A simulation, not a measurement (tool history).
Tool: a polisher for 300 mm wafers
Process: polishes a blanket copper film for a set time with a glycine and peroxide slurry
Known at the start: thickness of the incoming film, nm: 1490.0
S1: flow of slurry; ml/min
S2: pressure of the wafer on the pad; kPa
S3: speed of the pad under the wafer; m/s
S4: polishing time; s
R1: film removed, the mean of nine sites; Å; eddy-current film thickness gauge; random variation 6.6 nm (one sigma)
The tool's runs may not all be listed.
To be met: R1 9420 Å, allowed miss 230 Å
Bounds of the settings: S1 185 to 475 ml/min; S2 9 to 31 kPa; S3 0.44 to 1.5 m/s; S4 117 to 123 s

run	day	S1	S2	S3	S4	R1
1	0	305	20	0.96	117	6003.2
2	0.267	305	20	0.96	117	5952
3	0.633	305	20	1.14	117	6891.7
4	0.892	310	22.1	1.14	117	7394.9
5	0.925	310	23.4	1.14	117	7941.7
6	1.3	280	23.4	1.14	117	7840
7	1.529	280	24.8	1.14	117	8257
8	1.871	285	25.5	1.14	117	8401.1
9	1.962	285	26.2	1.14	117	8559.1
10	2.325	285	26.9	1.14	117	8866.6
11	2.654	285	27.6	1.14	117	9033.6

5 next moves are on the table. One of them brings every result within its allowed miss. Which?
A	2.983	315	22.8	1.38	117	?
B	2.983	260	30.3	0.98	119	?
C	2.983	290	26.2	1.14	120	?
D	2.983	325	29	1.14	120	?
E	2.983	280	28.3	1.18	117	?

move	R1
A	9029.5
B	8719.5
C	8858.9
D	9763.8
E	9485.7
A: as far off as the last run
B: further off than the last run
C: further off than the last run
D: takes the result that was furthest off past its target
E: meets every target
Answer: E

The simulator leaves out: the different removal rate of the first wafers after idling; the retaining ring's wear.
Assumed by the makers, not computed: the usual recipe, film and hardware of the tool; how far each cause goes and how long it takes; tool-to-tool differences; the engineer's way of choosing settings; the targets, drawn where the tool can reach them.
